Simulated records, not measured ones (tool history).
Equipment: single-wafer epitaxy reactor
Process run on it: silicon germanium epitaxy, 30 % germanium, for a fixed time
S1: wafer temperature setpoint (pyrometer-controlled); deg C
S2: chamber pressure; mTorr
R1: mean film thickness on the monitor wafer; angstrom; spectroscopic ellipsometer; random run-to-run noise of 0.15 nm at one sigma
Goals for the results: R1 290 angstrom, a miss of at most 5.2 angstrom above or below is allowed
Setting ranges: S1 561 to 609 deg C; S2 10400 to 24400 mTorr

run  hour   S1     S2      R1
  1     0  585  17400   422.1
  2   2.3  581  17300   395.5
  3   4.7  581  15300  377.21
  4   8.5  578  15300  356.16
  5  17.1  576  15300  344.75
  6  22.4  574  15300  336.87
  7  28.3  572  15300  325.13
  8  29.2  571  15300  315.06
  9    33  570  15300  308.36
 10  40.9  569  15300  306.61
 11  45.6  568  15300  297.87
 12  47.5  567  15300  293.13
     50.7  -- capacitance manometer re-zeroed and calibrated
 13  50.7  566  15300  296.33

Below are 5 possible settings for the next run. Only one of them brings all results inside the allowed miss of their targets. Which is it?
  A  53.9  570  11900   ?
  B  53.9  569  14900   ?
  C  53.9  563  19300   ?
  D  53.9  566  17000   ?
  E  53.9  565  17600   ?

move      R1
   A  290.58
   B  309.71
   C  307.04
   D  308.62
   E  307.23
A: every result within its allowed miss
B: moves away from the targets compared with the last run
C: moves away from the targets compared with the last run
D: moves away from the targets compared with the last run
E: moves away from the targets compared with the last run
Answer: A
